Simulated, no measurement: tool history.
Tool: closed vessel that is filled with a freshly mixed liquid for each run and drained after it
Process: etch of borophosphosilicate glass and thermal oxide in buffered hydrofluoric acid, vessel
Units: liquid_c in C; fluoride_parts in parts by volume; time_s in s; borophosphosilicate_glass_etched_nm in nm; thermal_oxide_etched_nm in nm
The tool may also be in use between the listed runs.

run	hour	liquid_c	fluoride_parts	time_s	borophosphosilicate_glass_etched_nm	thermal_oxide_etched_nm
1	0.0	20.0	8.5	60	149.05	68.696
2	8.1	19.5	8.5	60	141.60	66.306
3	10.9	19.0	8.5	60	138.61	64.601
4	13.6	17.0	8.5	60	125.86	57.790
5	15.2	20.0	8.5	60	149.43	68.558
6	16.9	19.5	8.5	60	143.99	66.567
7	22.8	19.0	8.5	60	138.04	64.300
8	25.6	19.0	8.5	60	139.61	64.632
9	30.2	19.0	8.5	60	139.68	65.003

Run 10 comes next. What will it give?
10	38.0	18.5	8.5	60	?	?

{"run 10": {"borophosphosilicate_glass_etched_nm": 136.3, "thermal_oxide_etched_nm": 63.071}}
